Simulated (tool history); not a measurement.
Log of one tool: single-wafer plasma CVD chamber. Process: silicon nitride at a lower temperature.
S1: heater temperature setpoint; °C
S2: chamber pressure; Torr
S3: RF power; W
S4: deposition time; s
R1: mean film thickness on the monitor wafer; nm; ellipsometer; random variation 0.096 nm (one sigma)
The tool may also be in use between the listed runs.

run  hour   S1    S2   S3    S4      R1
  1     0  360  1.82  380  24.8  30.532
  2   7.6  360  1.92  385  24.8  31.023
  3  10.7  360  1.92  385  23.6  29.541
  4  17.6  360  1.99  395  23.6  30.226
  5  22.7  360  2.05  405  23.6  30.945
  6  24.2  364  2.05  405  23.6  30.926
  7  31.6  364   2.1  415  23.6  31.351
  8  34.8  364  2.16  425  23.6  32.108
  9  35.4  364  2.21  430  23.6  32.629
 10  39.4  364  2.26  435  23.6  32.812
 11  47.2  364  2.29  440  23.6  33.139
 12  48.7  364  2.32  445  23.6  33.469
 13    52  364  2.34  450  23.6  33.626
 14  60.6  364  2.36  455  23.6  34.103
 15  64.7  364  2.38  455  23.6  34.247
 16  67.3  364   2.4  455  23.6  33.976
 17  68.5  364  2.41  460  23.6   34.42

Run 18 comes next. What will it give?
 18  75.8  364  2.42  460  23.6   ?

R1: 34.281 nm

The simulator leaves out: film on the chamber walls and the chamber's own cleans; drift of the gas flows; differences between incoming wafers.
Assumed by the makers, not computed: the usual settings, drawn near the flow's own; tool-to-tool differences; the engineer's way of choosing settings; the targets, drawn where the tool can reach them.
